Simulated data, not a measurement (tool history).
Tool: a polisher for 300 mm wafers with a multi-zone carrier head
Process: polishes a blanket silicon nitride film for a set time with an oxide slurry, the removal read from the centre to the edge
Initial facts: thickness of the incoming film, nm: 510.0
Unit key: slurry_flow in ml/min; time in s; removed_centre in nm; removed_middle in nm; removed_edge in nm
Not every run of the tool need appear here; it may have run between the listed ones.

run 1 hour=0.0 | slurry_flow=265 centre_zone=1.00 middle_zone=1.00 edge_zone=1.00 slurry_solids=1.00 time=49 | removed_centre=19.588 removed_middle=19.928 removed_edge=19.404
run 2 hour=4.0 | slurry_flow=265 centre_zone=1.00 middle_zone=1.00 edge_zone=1.00 slurry_solids=1.00 time=59 | removed_centre=23.784 removed_middle=23.845 removed_edge=23.787
run 3 hour=11.4 | slurry_flow=260 centre_zone=1.00 middle_zone=0.97 edge_zone=0.99 slurry_solids=0.90 time=55 | removed_centre=21.538 removed_middle=21.026 removed_edge=20.951
run 4 hour=14.2 | slurry_flow=260 centre_zone=1.08 middle_zone=0.97 edge_zone=0.99 slurry_solids=0.90 time=55 | removed_centre=23.411 removed_middle=20.779 removed_edge=21.451
run 5 hour=16.6 | slurry_flow=260 centre_zone=1.08 middle_zone=0.97 edge_zone=0.99 slurry_solids=1.00 time=55 | removed_centre=23.549 removed_middle=21.388 removed_edge=22.016
run 6 hour=20.3 | slurry_flow=260 centre_zone=1.00 middle_zone=0.97 edge_zone=0.99 slurry_solids=1.00 time=55 | removed_centre=22.247 removed_middle=22.395 removed_edge=21.802
run 7 hour=20.8 | slurry_flow=260 centre_zone=1.01 middle_zone=0.97 edge_zone=1.00 slurry_solids=0.90 time=51 | removed_centre=20.126 removed_middle=19.480 removed_edge=19.497
run 8 hour=28.9 | slurry_flow=255 centre_zone=0.98 middle_zone=0.90 edge_zone=0.90 slurry_solids=0.65 time=37 | removed_centre=13.005 removed_middle=11.982 removed_edge=12.145
run 9 hour=31.5 | slurry_flow=255 centre_zone=0.98 middle_zone=0.89 edge_zone=0.90 slurry_solids=0.65 time=37 | removed_centre=12.831 removed_middle=12.222 removed_edge=12.151
run 10 hour=36.9 | slurry_flow=250 centre_zone=0.98 middle_zone=0.88 edge_zone=0.90 slurry_solids=0.65 time=37 | removed_centre=12.833 removed_middle=11.754 removed_edge=12.329
run 11 hour=40.8 | slurry_flow=250 centre_zone=0.98 middle_zone=0.88 edge_zone=0.90 slurry_solids=0.65 time=37 | removed_centre=12.673 removed_middle=11.720 removed_edge=12.269
run 12 hour=42.2 | slurry_flow=250 centre_zone=0.98 middle_zone=0.88 edge_zone=0.89 slurry_solids=0.65 time=37 | removed_centre=12.875 removed_middle=11.552 removed_edge=12.315

What does the tool deliver on the next run?
run 13 hour=50.5 | slurry_flow=250 centre_zone=0.98 middle_zone=0.88 edge_zone=0.88 slurry_solids=0.65 time=37 | removed_centre=? removed_middle=? removed_edge=?

{"run 13": {"removed_centre": 12.913, "removed_middle": 11.701, "removed_edge": 12.491}}
